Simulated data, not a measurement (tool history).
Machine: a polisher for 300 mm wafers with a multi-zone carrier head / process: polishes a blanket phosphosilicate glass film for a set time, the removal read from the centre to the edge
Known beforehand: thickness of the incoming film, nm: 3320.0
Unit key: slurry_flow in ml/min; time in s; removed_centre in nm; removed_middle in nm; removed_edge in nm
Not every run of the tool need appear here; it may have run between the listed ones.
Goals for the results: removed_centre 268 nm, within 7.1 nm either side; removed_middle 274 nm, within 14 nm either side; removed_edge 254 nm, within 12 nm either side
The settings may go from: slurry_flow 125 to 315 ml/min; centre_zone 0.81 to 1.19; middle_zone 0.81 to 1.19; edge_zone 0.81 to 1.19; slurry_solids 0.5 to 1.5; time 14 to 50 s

{"run": 1, "hour": 0.0, "slurry_flow": 205, "centre_zone": 1, "middle_zone": 1, "edge_zone": 1, "slurry_solids": 1, "time": 32, "removed_centre": 356.54, "removed_middle": 362.5, "removed_edge": 350.82}
{"run": 2, "hour": 2.2, "slurry_flow": 245, "centre_zone": 1, "middle_zone": 1, "edge_zone": 1, "slurry_solids": 1, "time": 32, "removed_centre": 369.92, "removed_middle": 357.41, "removed_edge": 360.09}
{"run": 3, "hour": 10.2, "slurry_flow": 270, "centre_zone": 1, "middle_zone": 1, "edge_zone": 1, "slurry_solids": 1, "time": 32, "removed_centre": 372.52, "removed_middle": 364.78, "removed_edge": 359.56}
{"run": 4, "hour": 15.1, "slurry_flow": 270, "centre_zone": 0.93, "middle_zone": 1, "edge_zone": 1, "slurry_solids": 1, "time": 32, "removed_centre": 345.6, "removed_middle": 381.94, "removed_edge": 358.92}
{"run": 5, "hour": 19.7, "slurry_flow": 270, "centre_zone": 0.88, "middle_zone": 1, "edge_zone": 1, "slurry_solids": 1, "time": 32, "removed_centre": 325.7, "removed_middle": 362.43, "removed_edge": 364.03}
{"run": 6, "hour": 20.3, "slurry_flow": 315, "centre_zone": 0.88, "middle_zone": 1, "edge_zone": 1, "slurry_solids": 1, "time": 32, "removed_centre": 335.34, "removed_middle": 369.53, "removed_edge": 364.19}
{"run": 7, "hour": 26.6, "slurry_flow": 315, "centre_zone": 0.9, "middle_zone": 0.99, "edge_zone": 0.96, "slurry_solids": 0.85, "time": 31, "removed_centre": 306.4, "removed_middle": 344.1, "removed_edge": 332.72}
{"run": 8, "hour": 33.7, "slurry_flow": 315, "centre_zone": 0.95, "middle_zone": 0.98, "edge_zone": 0.94, "slurry_solids": 0.75, "time": 30, "removed_centre": 296.56, "removed_middle": 312.14, "removed_edge": 302.55}
{"run": 9, "hour": 40.5, "slurry_flow": 310, "centre_zone": 0.96, "middle_zone": 0.97, "edge_zone": 0.9, "slurry_solids": 0.7, "time": 30, "removed_centre": 295.75, "removed_middle": 302.89, "removed_edge": 279.44}
{"run": 10, "hour": 41.7, "slurry_flow": 295, "centre_zone": 0.94, "middle_zone": 0.95, "edge_zone": 0.89, "slurry_solids": 0.7, "time": 30, "removed_centre": 285.29, "removed_middle": 292.42, "removed_edge": 281.31}
{"run": 11, "hour": 43.0, "slurry_flow": 285, "centre_zone": 0.94, "middle_zone": 0.95, "edge_zone": 0.87, "slurry_solids": 0.7, "time": 30, "removed_centre": 292.9, "removed_middle": 287.99, "removed_edge": 277.31}
{"run": 12, "hour": 49.5, "slurry_flow": 285, "centre_zone": 0.94, "middle_zone": 0.95, "edge_zone": 0.87, "slurry_solids": 0.7, "time": 30, "removed_centre": 288.29, "removed_middle": 288.32, "removed_edge": 279.48}

Exactly one of the 4 candidate moves below puts every result within its allowed miss. Which one?
{"run": "A", "hour": 56.0, "slurry_flow": 265, "centre_zone": 1.06, "middle_zone": 1.03, "edge_zone": 0.81, "slurry_solids": 0.5, "time": 34, "removed_centre": "?", "removed_middle": "?", "removed_edge": "?"}
{"run": "B", "hour": 56.0, "slurry_flow": 210, "centre_zone": 0.95, "middle_zone": 0.88, "edge_zone": 0.92, "slurry_solids": 0.9, "time": 25, "removed_centre": "?", "removed_middle": "?", "removed_edge": "?"}
{"run": "C", "hour": 56.0, "slurry_flow": 305, "centre_zone": 0.96, "middle_zone": 0.99, "edge_zone": 0.86, "slurry_solids": 0.55, "time": 30, "removed_centre": "?", "removed_middle": "?", "removed_edge": "?"}
{"run": "D", "hour": 56.0, "slurry_flow": 245, "centre_zone": 0.9, "middle_zone": 0.81, "edge_zone": 0.95, "slurry_solids": 0.6, "time": 30, "removed_centre": "?", "removed_middle": "?", "removed_edge": "?"}

move=A removed_centre=324.24 removed_middle=312.07 removed_edge=268.53
move=B removed_centre=259.9 removed_middle=245.85 removed_edge=257.57
move=C removed_centre=272.5 removed_middle=280.09 removed_edge=255.13
move=D removed_centre=257.67 removed_middle=240.21 removed_edge=272.48
A: misses by more than the last run did
B: takes the biggest miss from the last run beyond its target
C: every result lands within tolerance
D: takes the biggest miss from the last run beyond its target
The move that meets every target is C.
